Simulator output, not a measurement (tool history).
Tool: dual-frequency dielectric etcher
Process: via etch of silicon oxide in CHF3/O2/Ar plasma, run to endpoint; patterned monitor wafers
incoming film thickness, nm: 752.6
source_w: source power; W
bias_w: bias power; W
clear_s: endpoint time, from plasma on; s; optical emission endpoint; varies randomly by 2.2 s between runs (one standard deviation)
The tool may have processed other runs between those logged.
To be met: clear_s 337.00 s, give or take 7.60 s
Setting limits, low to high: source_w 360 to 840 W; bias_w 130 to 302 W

{"run": 1, "day": 0.0, "source_w": 600, "bias_w": 216, "clear_s": 375.63}
{"run": 2, "day": 0.154, "source_w": 600, "bias_w": 230, "clear_s": 362.61}
{"run": 3, "day": 0.438, "source_w": 600, "bias_w": 209, "clear_s": 381.19}
{"run": 4, "day": 0.804, "source_w": 530, "bias_w": 209, "clear_s": 409.16}
{"run": 5, "day": 0.883, "source_w": 600, "bias_w": 209, "clear_s": 379.34}
{"run": 6, "day": 1.242, "source_w": 640, "bias_w": 211, "clear_s": 371.47}
{"run": 7, "day": 1.358, "source_w": 680, "bias_w": 214, "clear_s": 354.29}
{"run": 8, "day": 1.629, "source_w": 700, "bias_w": 215, "clear_s": 346.83}

5 candidate next runs follow, results not yet known. Just one meets every target within its allowed miss. Identify it.
{"run": "A", "day": 1.9, "source_w": 680, "bias_w": 215, "clear_s": "?"}
{"run": "B", "day": 1.9, "source_w": 590, "bias_w": 238, "clear_s": "?"}
{"run": "C", "day": 1.9, "source_w": 770, "bias_w": 211, "clear_s": "?"}
{"run": "D", "day": 1.9, "source_w": 700, "bias_w": 209, "clear_s": "?"}
{"run": "E", "day": 1.9, "source_w": 700, "bias_w": 207, "clear_s": "?"}

move=A clear_s=352.94
move=B clear_s=359.85
move=C clear_s=334.81
move=D clear_s=353.20
move=E clear_s=355.09
A: moves away from the targets compared with the last run
B: moves away from the targets compared with the last run
C: hits every target within its allowed miss
D: moves away from the targets compared with the last run
E: moves away from the targets compared with the last run
Go with C: it meets all targets.

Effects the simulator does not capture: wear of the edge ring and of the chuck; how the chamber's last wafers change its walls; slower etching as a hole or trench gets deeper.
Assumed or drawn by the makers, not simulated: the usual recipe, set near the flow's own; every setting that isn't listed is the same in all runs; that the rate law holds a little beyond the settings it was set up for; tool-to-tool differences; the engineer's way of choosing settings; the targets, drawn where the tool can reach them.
